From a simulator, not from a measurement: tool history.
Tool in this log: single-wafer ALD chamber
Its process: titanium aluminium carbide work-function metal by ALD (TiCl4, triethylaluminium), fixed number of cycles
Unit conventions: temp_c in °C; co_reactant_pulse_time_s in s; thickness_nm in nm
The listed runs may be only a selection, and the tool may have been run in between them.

{"run": 1, "hour": 0.0, "temp_c": 280, "co_reactant_pulse_time_s": 12.75, "thickness_nm": 1.7415}
{"run": 2, "hour": 5.1, "temp_c": 280, "co_reactant_pulse_time_s": 10.15, "thickness_nm": 1.6731}
{"run": 3, "hour": 9.8, "temp_c": 280, "co_reactant_pulse_time_s": 11.41, "thickness_nm": 1.7147}
{"run": 4, "hour": 16.6, "temp_c": 280, "co_reactant_pulse_time_s": 8.43, "thickness_nm": 1.5632}
{"run": 5, "hour": 21.0, "temp_c": 286, "co_reactant_pulse_time_s": 8.43, "thickness_nm": 1.5971}
{"run": 6, "hour": 24.4, "temp_c": 286, "co_reactant_pulse_time_s": 5.79, "thickness_nm": 0.99486}
{"run": 7, "hour": 26.0, "temp_c": 279, "co_reactant_pulse_time_s": 6.06, "thickness_nm": 1.0662}
{"run": 8, "hour": 26.8, "temp_c": 284, "co_reactant_pulse_time_s": 6.09, "thickness_nm": 1.1008}
{"run": 9, "hour": 34.3, "temp_c": 284, "co_reactant_pulse_time_s": 6.09, "thickness_nm": 1.0983}

The next listed run, before its measurement:
{"run": 10, "hour": 42.2, "temp_c": 287, "co_reactant_pulse_time_s": 6.38, "thickness_nm": "?"}

Run 10 came out at thickness_nm 1.20670 nm.
